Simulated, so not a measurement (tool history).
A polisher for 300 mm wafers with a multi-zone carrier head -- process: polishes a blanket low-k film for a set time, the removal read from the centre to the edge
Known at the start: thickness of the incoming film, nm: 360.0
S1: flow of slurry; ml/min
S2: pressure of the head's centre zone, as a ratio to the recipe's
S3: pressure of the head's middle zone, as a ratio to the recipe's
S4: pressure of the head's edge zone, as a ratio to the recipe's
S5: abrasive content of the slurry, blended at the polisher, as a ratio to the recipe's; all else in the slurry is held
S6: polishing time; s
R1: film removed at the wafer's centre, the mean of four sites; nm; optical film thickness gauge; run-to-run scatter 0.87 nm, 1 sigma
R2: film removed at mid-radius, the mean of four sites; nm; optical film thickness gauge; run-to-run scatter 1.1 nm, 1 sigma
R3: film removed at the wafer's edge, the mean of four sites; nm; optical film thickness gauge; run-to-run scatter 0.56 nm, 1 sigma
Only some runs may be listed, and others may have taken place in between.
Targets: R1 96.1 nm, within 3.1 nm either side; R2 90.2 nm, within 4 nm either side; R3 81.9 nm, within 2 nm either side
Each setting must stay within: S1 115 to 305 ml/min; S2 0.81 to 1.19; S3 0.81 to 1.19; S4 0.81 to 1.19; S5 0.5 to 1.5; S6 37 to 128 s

run 1 day=0 | S1=195 S2=1 S3=1 S4=1 S5=1 S6=82 | R1=57.406 R2=57.842 R3=56.927
run 2 day=0.083 | S1=205 S2=1.02 S3=1.02 S4=1.02 S5=1.05 S6=82 | R1=60.632 R2=58.98 R3=59.288
run 3 day=0.129 | S1=210 S2=1.03 S3=1.04 S4=1.01 S5=1.1 S6=83 | R1=63.57 R2=62.277 R3=62.032
run 4 day=0.408 | S1=210 S2=1.03 S3=1.04 S4=0.94 S5=1.1 S6=83 | R1=62.376 R2=64.325 R3=59.414
run 5 day=0.571 | S1=215 S2=1.05 S3=1.06 S4=0.94 S5=1.15 S6=84 | R1=66.971 R2=65.885 R3=61.751
run 6 day=0.633 | S1=215 S2=1.05 S3=1.06 S4=0.94 S5=1.15 S6=104 | R1=81.469 R2=84.473 R3=76.766
run 7 day=0.996 | S1=220 S2=1.06 S3=1.07 S4=0.94 S5=1.15 S6=104 | R1=84.033 R2=84.824 R3=76.629
run 8 day=1.038 | S1=225 S2=1.07 S3=1.08 S4=0.95 S5=1.15 S6=104 | R1=84.621 R2=85.715 R3=76.249
run 9 day=1.138 | S1=230 S2=1.08 S3=1.08 S4=0.96 S5=1.15 S6=104 | R1=86.103 R2=86.108 R3=78.035
run 10 day=1.458 | S1=235 S2=1.09 S3=1.08 S4=0.96 S5=1.15 S6=104 | R1=87.252 R2=86.193 R3=78.324
run 11 day=1.771 | S1=240 S2=1.1 S3=1.08 S4=0.96 S5=1.15 S6=104 | R1=87.751 R2=86.128 R3=77.903

Which of these 5 next moves meets every target?
run A day=2.083 | S1=260 S2=1.06 S3=1.09 S4=0.99 S5=1.15 S6=99 | R1=? R2=? R3=?
run B day=2.083 | S1=190 S2=0.96 S3=1.01 S4=1.07 S5=1.05 S6=112 | R1=? R2=? R3=?
run C day=2.083 | S1=285 S2=1.17 S3=1.18 S4=0.81 S5=1.05 S6=107 | R1=? R2=? R3=?
run D day=2.083 | S1=255 S2=1.18 S3=1.13 S4=1.03 S5=1.2 S6=102 | R1=? R2=? R3=?
run E day=2.083 | S1=250 S2=0.94 S3=1.07 S4=1.01 S5=1.25 S6=103 | R1=? R2=? R3=?

move=A R1=81.182 R2=81.815 R3=76.668
move=B R1=75.609 R2=79.365 R3=83.372
move=C R1=93.53 R2=91.183 R3=72.564
move=D R1=94.926 R2=88.505 R3=82.03
move=E R1=77.477 R2=86.855 R3=83.556
A: further off than the last run
B: further off than the last run
C: brings the result that was furthest off to its target, and leaves another outside
D: meets every target
E: further off than the last run
D is the move that brings every result within its allowed miss.
